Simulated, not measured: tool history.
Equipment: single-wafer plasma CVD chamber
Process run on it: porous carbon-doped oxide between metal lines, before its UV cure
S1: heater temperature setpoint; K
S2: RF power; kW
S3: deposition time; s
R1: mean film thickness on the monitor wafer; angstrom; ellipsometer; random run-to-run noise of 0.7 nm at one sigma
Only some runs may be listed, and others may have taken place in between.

run	hour	S1	S2	S3	R1
1	0.0	563.15	0.610	38.8	2190.8
2	3.7	558.15	0.645	39.0	2390.1
3	4.3	554.15	0.660	39.1	2510.0
4	10.5	551.15	0.665	39.1	2572.3
5	12.7	548.15	0.670	39.1	2645.8
6	20.8	546.15	0.675	39.1	2704.3
7	22.1	545.15	0.675	39.1	2716.4

For run 8, what comes out?
8	27.4	544.15	0.675	39.1	?

R1: 2740.9 angstrom
